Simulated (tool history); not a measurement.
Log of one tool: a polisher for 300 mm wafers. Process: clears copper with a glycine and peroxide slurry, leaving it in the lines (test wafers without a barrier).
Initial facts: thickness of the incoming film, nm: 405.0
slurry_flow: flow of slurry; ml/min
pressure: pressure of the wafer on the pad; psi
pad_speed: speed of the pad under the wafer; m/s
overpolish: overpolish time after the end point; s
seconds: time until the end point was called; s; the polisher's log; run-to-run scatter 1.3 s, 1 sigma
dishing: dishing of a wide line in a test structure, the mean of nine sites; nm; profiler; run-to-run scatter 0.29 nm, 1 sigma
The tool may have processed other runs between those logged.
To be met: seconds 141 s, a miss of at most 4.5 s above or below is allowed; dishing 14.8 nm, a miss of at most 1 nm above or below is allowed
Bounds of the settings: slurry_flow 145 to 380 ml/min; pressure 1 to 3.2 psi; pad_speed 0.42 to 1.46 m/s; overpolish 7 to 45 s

run	day	slurry_flow	pressure	pad_speed	overpolish	seconds	dishing
1	0	245	2.1	0.94	23	98.875	47.298
2	0.075	235	2	0.94	21	102.98	43.917
3	0.167	235	1.8	0.94	21	109.23	40.584
4	0.254	205	1.8	0.94	21	113.11	38.54
5	0.496	200	1.7	0.94	20	115.68	38.415
6	0.712	200	1.7	0.94	15	114.81	29.909
7	1.038	200	1.7	0.94	15	116.8	30.561
8	1.262	195	1.6	0.94	14	119.32	27.672
9	1.612	190	1.5	0.94	13	126.69	25.23
10	1.892	185	1.4	0.96	12	127.79	23.266
11	2.1	180	1.4	0.96	11	128.37	21.613
12	2.375	145	1	1.04	7	147.15	12.538
13	2.696	150	1	1.04	7	146.09	12.754
14	2.9	155	1	1.04	7	145.98	12.693
15	3.142	155	1	1.04	7	146.77	12.586
16	3.4	160	1	1.04	7	142.16	12.778

Pick the move, out of 5, that brings all results within their allowed miss; only one does.
A	3.658	200	1.1	0.88	10	?	?
B	3.658	145	1	1.12	8	?	?
C	3.658	205	1.2	0.78	10	?	?
D	3.658	155	1	0.94	7	?	?
E	3.658	185	1	1.08	7	?	?

move	seconds	dishing
A	148.53	16.595
B	139.36	14.283
C	154.23	16.102
D	154.84	11.513
E	136.41	12.907
A: takes the result that was furthest off past its target
B: every result lands within tolerance
C: takes the result that was furthest off past its target
D: further off than the last run
E: an improvement on the last run, though not all results are within tolerance
B is the move that brings every result within its allowed miss.
